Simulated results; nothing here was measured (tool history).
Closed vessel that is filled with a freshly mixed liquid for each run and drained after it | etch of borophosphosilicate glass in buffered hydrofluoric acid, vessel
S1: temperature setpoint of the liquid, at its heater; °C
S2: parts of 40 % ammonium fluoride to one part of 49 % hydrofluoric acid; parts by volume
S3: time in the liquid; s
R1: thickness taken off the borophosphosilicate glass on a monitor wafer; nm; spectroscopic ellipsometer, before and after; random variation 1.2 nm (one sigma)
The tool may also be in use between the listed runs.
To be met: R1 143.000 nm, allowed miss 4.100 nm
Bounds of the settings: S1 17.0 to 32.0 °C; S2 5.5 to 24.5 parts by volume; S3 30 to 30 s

run,day,S1,S2,S3,R1
1,0.000,25.0,15.0,30,60.595
2,0.267,26.0,14.0,30,68.949
3,0.458,26.5,13.5,30,73.041
4,0.700,24.5,13.5,30,65.061
5,0.862,25.5,13.0,30,71.769
6,1.096,26.0,12.5,30,77.065
7,1.388,26.5,12.0,30,81.644
8,1.688,27.0,11.5,30,88.126
9,1.738,27.5,11.0,30,94.873
10,2.096,28.0,11.0,30,96.621
11,2.242,28.5,11.0,30,99.373

Which of these 4 next moves meets every target?
A,2.388,32.0,8.0,30,?
B,2.388,27.0,7.0,30,?
C,2.388,30.5,7.0,30,?
D,2.388,28.0,7.0,30,?

move,R1
A,160.180
B,142.890
C,171.520
D,150.600
A: takes the result that was furthest off past its target
B: meets every target
C: takes the result that was furthest off past its target
D: takes the result that was furthest off past its target
Move B is the one to make.
